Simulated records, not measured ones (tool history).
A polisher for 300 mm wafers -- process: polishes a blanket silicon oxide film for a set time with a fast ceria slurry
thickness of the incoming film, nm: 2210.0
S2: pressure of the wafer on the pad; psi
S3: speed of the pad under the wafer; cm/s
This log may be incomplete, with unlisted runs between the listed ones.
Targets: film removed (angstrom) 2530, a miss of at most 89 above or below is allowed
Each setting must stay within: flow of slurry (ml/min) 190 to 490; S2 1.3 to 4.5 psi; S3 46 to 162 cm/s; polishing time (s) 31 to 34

Run 1, hour 0: flow of slurry (ml/min) 315, S2 2.9 psi, S3 104 cm/s, polishing time (s) 34. Result: film removed (angstrom) 5316.8.
Run 2, hour 2.9: flow of slurry (ml/min) 315, S2 2.3 psi, S3 104 cm/s, polishing time (s) 34. Result: film removed (angstrom) 4311.5.
Run 3, hour 4.1: flow of slurry (ml/min) 315, S2 2.3 psi, S3 88 cm/s, polishing time (s) 34. Result: film removed (angstrom) 3900.6.
Run 4, hour 10.5: flow of slurry (ml/min) 315, S2 2.3 psi, S3 112 cm/s, polishing time (s) 34. Result: film removed (angstrom) 4475.1.
Run 5, hour 16.8: flow of slurry (ml/min) 315, S2 2.3 psi, S3 88 cm/s, polishing time (s) 34. Result: film removed (angstrom) 3883.1.
Run 6, hour 23.7: flow of slurry (ml/min) 315, S2 1.8 psi, S3 88 cm/s, polishing time (s) 34. Result: film removed (angstrom) 3066.3.
Run 7, hour 28.9: flow of slurry (ml/min) 315, S2 1.7 psi, S3 88 cm/s, polishing time (s) 34. Result: film removed (angstrom) 2874.3.
Run 8, hour 33.8: flow of slurry (ml/min) 315, S2 1.6 psi, S3 88 cm/s, polishing time (s) 34. Result: film removed (angstrom) 2749.2.

Which of these 5 next moves meets every target?
Run A, hour 38.7: flow of slurry (ml/min) 275, S2 1.7 psi, S3 84 cm/s, polishing time (s) 31. Result: film removed (angstrom) ?.
Run B, hour 38.7: flow of slurry (ml/min) 330, S2 1.8 psi, S3 92 cm/s, polishing time (s) 34. Result: film removed (angstrom) ?.
Run C, hour 38.7: flow of slurry (ml/min) 345, S2 1.4 psi, S3 88 cm/s, polishing time (s) 32. Result: film removed (angstrom) ?.
Run D, hour 38.7: flow of slurry (ml/min) 315, S2 1.8 psi, S3 90 cm/s, polishing time (s) 31. Result: film removed (angstrom) ?.
Run E, hour 38.7: flow of slurry (ml/min) 325, S2 2.2 psi, S3 66 cm/s, polishing time (s) 31. Result: film removed (angstrom) ?.

move  film removed (angstrom)
   A                   2585.4
   B                   3208.1
   C                   2330.3
   D                   2876.5
   E                     2969
A: all results land within tolerance of their targets
B: misses by more than the last run did
C: pushes the last run's worst result past its target
D: misses by more than the last run did
E: misses by more than the last run did
Answer: A
